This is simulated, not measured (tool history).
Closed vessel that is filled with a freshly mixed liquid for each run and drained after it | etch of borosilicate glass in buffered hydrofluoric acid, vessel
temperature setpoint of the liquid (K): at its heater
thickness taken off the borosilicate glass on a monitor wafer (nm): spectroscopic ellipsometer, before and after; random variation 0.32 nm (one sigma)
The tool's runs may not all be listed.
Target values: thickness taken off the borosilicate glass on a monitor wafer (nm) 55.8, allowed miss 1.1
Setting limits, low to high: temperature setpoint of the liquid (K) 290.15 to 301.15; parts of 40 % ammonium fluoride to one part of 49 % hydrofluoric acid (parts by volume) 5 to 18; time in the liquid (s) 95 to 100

run	hour	temperature setpoint of the liquid (K)	parts of 40 % ammonium fluoride to one part of 49 % hydrofluoric acid (parts by volume)	time in the liquid (s)	thickness taken off the borosilicate glass on a monitor wafer (nm)
1	0	293.15	11	95	86.486
2	6.6	292.15	12	95	74.288
3	8.6	291.65	12.5	95	69.893
4	15.9	291.65	12.5	100	73.933
5	21.9	291.65	12.5	95	70.071
6	27.6	291.15	13	95	65.585
7	28.4	290.65	13.5	95	61.725
8	32.6	290.65	14	95	59.146

Next run, 5 choices. One meets every target within its allowed miss, the rest don't. Which?
A	36.8	290.65	13.5	95	?
B	36.8	290.15	14.5	95	?
C	36.8	290.65	13.5	100	?
D	36.8	291.15	14	95	?
E	36.8	291.65	14.5	100	?

move	thickness taken off the borosilicate glass on a monitor wafer (nm)
A	61.69
B	55.884
C	64.937
D	61.182
E	63.949
A: lands further from the targets than the last run did
B: each result inside its tolerance
C: lands further from the targets than the last run did
D: lands further from the targets than the last run did
E: lands further from the targets than the last run did
So the answer is move B, the one that meets all the targets.
